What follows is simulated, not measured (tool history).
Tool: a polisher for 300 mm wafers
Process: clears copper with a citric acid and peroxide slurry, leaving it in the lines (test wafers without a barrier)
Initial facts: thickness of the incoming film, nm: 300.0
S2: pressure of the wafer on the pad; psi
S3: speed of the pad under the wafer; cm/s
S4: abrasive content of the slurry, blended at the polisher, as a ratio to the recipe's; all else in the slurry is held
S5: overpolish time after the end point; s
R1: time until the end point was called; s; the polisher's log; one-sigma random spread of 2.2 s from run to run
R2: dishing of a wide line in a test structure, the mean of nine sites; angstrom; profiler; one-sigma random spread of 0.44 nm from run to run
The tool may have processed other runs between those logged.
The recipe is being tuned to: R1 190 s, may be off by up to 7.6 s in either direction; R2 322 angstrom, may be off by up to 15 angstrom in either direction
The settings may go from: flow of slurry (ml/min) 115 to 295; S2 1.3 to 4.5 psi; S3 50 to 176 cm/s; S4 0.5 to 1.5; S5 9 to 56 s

run 1 hour=0 | flow_of_slurry_(ml/min)=190 S2=2.9 S3=112 S4=1 S5=29 | R1=131.72 R2=312.91
run 2 hour=5.9 | flow_of_slurry_(ml/min)=190 S2=2.9 S3=132 S4=1 S5=29 | R1=117.63 R2=331.93
run 3 hour=10.7 | flow_of_slurry_(ml/min)=165 S2=2.9 S3=132 S4=1 S5=29 | R1=122.03 R2=328.32
run 4 hour=19.4 | flow_of_slurry_(ml/min)=190 S2=2.9 S3=132 S4=1 S5=29 | R1=120.03 R2=328.27
run 5 hour=20.3 | flow_of_slurry_(ml/min)=160 S2=2.9 S3=132 S4=1 S5=29 | R1=119.64 R2=330.76
run 6 hour=21.9 | flow_of_slurry_(ml/min)=160 S2=2.9 S3=132 S4=1 S5=40 | R1=119.46 R2=378.42
run 7 hour=29.2 | flow_of_slurry_(ml/min)=160 S2=2.5 S3=130 S4=1 S5=42 | R1=140.51 R2=360.62
run 8 hour=36.2 | flow_of_slurry_(ml/min)=160 S2=2.3 S3=130 S4=1 S5=43 | R1=151.61 R2=354.11
run 9 hour=44.3 | flow_of_slurry_(ml/min)=160 S2=2.1 S3=130 S4=1 S5=43 | R1=168.29 R2=326.64
run 10 hour=50.8 | flow_of_slurry_(ml/min)=160 S2=2 S3=130 S4=1 S5=44 | R1=174.95 R2=334.17

5 next moves are on the table. One of them brings every result within its allowed miss. Which?
run A hour=57.3 | flow_of_slurry_(ml/min)=170 S2=2.1 S3=138 S4=0.95 S5=41 | R1=? R2=?
run B hour=57.3 | flow_of_slurry_(ml/min)=170 S2=2.1 S3=132 S4=1 S5=41 | R1=? R2=?
run C hour=57.3 | flow_of_slurry_(ml/min)=160 S2=1.9 S3=130 S4=0.85 S5=47 | R1=? R2=?
run D hour=57.3 | flow_of_slurry_(ml/min)=185 S2=1.7 S3=122 S4=1 S5=56 | R1=? R2=?
run E hour=57.3 | flow_of_slurry_(ml/min)=115 S2=2.7 S3=94 S4=1.15 S5=41 | R1=? R2=?

move=A R1=159.14 R2=334.59
move=B R1=162.28 R2=331.89
move=C R1=187.03 R2=328.58
move=D R1=207.24 R2=335.71
move=E R1=158.84 R2=341.69
A: moves away from the targets compared with the last run
B: moves away from the targets compared with the last run
C: hits every target within its allowed miss
D: pushes the last run's worst result past its target
E: moves away from the targets compared with the last run
Correct choice: C, which meets every target
